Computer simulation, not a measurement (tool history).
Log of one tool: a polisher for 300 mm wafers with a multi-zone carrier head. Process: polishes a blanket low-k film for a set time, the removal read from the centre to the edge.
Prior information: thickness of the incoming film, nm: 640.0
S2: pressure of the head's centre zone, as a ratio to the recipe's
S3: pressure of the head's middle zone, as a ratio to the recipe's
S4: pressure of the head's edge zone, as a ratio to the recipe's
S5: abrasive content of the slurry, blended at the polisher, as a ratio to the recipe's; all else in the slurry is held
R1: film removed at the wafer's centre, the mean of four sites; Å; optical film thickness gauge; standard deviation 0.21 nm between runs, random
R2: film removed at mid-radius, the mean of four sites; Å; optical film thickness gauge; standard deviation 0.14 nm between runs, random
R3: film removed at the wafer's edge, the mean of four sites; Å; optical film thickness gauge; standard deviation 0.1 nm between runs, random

{"run": 1, "hour": 0.0, "flow of slurry (ml/min)": 295, "S2": 1, "S3": 1, "S4": 1, "S5": 1, "polishing time (s)": 56, "R1": 195.12, "R2": 197.39, "R3": 194.22}
{"run": 2, "hour": 2.3, "flow of slurry (ml/min)": 295, "S2": 1, "S3": 1.04, "S4": 1, "S5": 1, "polishing time (s)": 56, "R1": 192.47, "R2": 204.71, "R3": 195.59}
{"run": 3, "hour": 3.8, "flow of slurry (ml/min)": 265, "S2": 1, "S3": 1.04, "S4": 1, "S5": 1, "polishing time (s)": 56, "R1": 182.16, "R2": 198.43, "R3": 196.68}
{"run": 4, "hour": 12.7, "flow of slurry (ml/min)": 265, "S2": 0.93, "S3": 1.04, "S4": 1, "S5": 1, "polishing time (s)": 56, "R1": 172.46, "R2": 199.17, "R3": 192.07}
{"run": 5, "hour": 18.9, "flow of slurry (ml/min)": 305, "S2": 0.93, "S3": 1.01, "S4": 0.95, "S5": 0.85, "polishing time (s)": 54, "R1": 156.24, "R2": 171.43, "R3": 168.47}
{"run": 6, "hour": 22.7, "flow of slurry (ml/min)": 305, "S2": 0.93, "S3": 1.01, "S4": 0.95, "S5": 1, "polishing time (s)": 54, "R1": 173.31, "R2": 190.31, "R3": 188.38}
{"run": 7, "hour": 24.6, "flow of slurry (ml/min)": 340, "S2": 0.97, "S3": 1.03, "S4": 0.95, "S5": 0.85, "polishing time (s)": 52, "R1": 164.54, "R2": 173.19, "R3": 159.92}

For run 8, what comes out?
{"run": 8, "hour": 28.1, "flow of slurry (ml/min)": 350, "S2": 0.98, "S3": 1.03, "S4": 0.94, "S5": 0.75, "polishing time (s)": 52, "R1": "?", "R2": "?", "R3": "?"}

{"run 8": {"R1": 143.85, "R2": 157.26, "R3": 147.37}}
